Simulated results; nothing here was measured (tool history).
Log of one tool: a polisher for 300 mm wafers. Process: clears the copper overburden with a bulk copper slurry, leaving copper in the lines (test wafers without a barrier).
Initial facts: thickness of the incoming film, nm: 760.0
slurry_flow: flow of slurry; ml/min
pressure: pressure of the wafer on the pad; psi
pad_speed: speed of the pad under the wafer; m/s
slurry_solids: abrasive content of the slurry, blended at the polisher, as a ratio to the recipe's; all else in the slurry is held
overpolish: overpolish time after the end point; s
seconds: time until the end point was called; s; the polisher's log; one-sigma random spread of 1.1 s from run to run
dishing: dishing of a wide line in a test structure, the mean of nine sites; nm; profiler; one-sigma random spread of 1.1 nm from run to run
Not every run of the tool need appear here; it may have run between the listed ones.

Run 1, hour 0.0: slurry_flow 190 ml/min, pressure 3.3 psi, pad_speed 1.18 m/s, slurry_solids 1.00, overpolish 21 s. Result: seconds 52.758 s, dishing 95.444 nm.
Run 2, hour 7.1: slurry_flow 190 ml/min, pressure 3.3 psi, pad_speed 1.18 m/s, slurry_solids 0.85, overpolish 21 s. Result: seconds 54.239 s, dishing 92.967 nm.
Run 3, hour 13.7: slurry_flow 190 ml/min, pressure 3.3 psi, pad_speed 1.48 m/s, slurry_solids 0.85, overpolish 21 s. Result: seconds 44.940 s, dishing 100.310 nm.
Run 4, hour 15.1: slurry_flow 190 ml/min, pressure 3.2 psi, pad_speed 1.48 m/s, slurry_solids 0.85, overpolish 20 s. Result: seconds 47.089 s, dishing 99.658 nm.
Run 5, hour 22.2: slurry_flow 190 ml/min, pressure 3.2 psi, pad_speed 1.48 m/s, slurry_solids 0.85, overpolish 19 s. Result: seconds 49.546 s, dishing 96.387 nm.
Run 6, hour 27.5: slurry_flow 190 ml/min, pressure 3.2 psi, pad_speed 1.68 m/s, slurry_solids 0.85, overpolish 19 s. Result: seconds 42.152 s, dishing 101.200 nm.
Run 7, hour 30.0: slurry_flow 190 ml/min, pressure 3.1 psi, pad_speed 1.68 m/s, slurry_solids 0.85, overpolish 18 s. Result: seconds 43.541 s, dishing 95.321 nm.
Run 8, hour 37.7: slurry_flow 190 ml/min, pressure 3.0 psi, pad_speed 1.68 m/s, slurry_solids 0.85, overpolish 18 s. Result: seconds 45.932 s, dishing 96.330 nm.
Run 9, hour 40.1: slurry_flow 190 ml/min, pressure 3.0 psi, pad_speed 1.68 m/s, slurry_solids 0.85, overpolish 17 s. Result: seconds 44.865 s, dishing 91.428 nm.

Estimate the outcome of run 10 from the log above:
Run 10, hour 42.9: slurry_flow 190 ml/min, pressure 2.9 psi, pad_speed 1.68 m/s, slurry_solids 0.85, overpolish 17 s. Result: seconds ?, dishing ?.

seconds: 46.764 s
dishing: 92.541 nm
